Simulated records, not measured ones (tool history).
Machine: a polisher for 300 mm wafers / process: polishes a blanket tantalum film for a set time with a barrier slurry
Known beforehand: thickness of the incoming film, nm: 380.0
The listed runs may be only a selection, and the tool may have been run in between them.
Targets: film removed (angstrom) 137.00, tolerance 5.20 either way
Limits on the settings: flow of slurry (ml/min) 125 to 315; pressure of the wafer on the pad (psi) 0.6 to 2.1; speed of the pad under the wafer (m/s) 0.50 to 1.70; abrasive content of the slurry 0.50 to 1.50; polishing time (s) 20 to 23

run	hour	flow of slurry (ml/min)	pressure of the wafer on the pad (psi)	speed of the pad under the wafer (m/s)	abrasive content of the slurry	polishing time (s)	film removed (angstrom)
1	0.0	205	1.3	1.10	1.00	23	263.48
2	4.9	205	1.3	1.10	1.10	23	266.96
3	6.3	205	1.3	0.86	1.10	23	209.75
4	15.0	205	1.1	0.86	1.10	23	188.51
5	16.9	205	0.9	0.86	1.10	23	164.99
6	21.9	185	0.9	0.86	1.10	23	158.59
7	27.8	175	0.9	0.86	1.10	23	162.19
8	35.2	175	0.8	0.86	1.10	23	149.92

Pick the move, out of 5, that brings all results within their allowed miss; only one does.
A	42.6	130	0.8	1.00	0.90	23	?
B	42.6	165	0.9	0.80	1.05	20	?
C	42.6	215	0.9	0.94	1.10	20	?
D	42.6	165	0.8	1.02	1.15	23	?
E	42.6	190	0.9	0.80	1.00	21	?

move	film removed (angstrom)
A	156.57
B	127.69
C	156.16
D	175.81
E	135.23
A: its largest miss is bigger than the last run's
B: pushes the last run's worst result past its target
C: its largest miss is bigger than the last run's
D: its largest miss is bigger than the last run's
E: each result inside its tolerance
E meets every target.
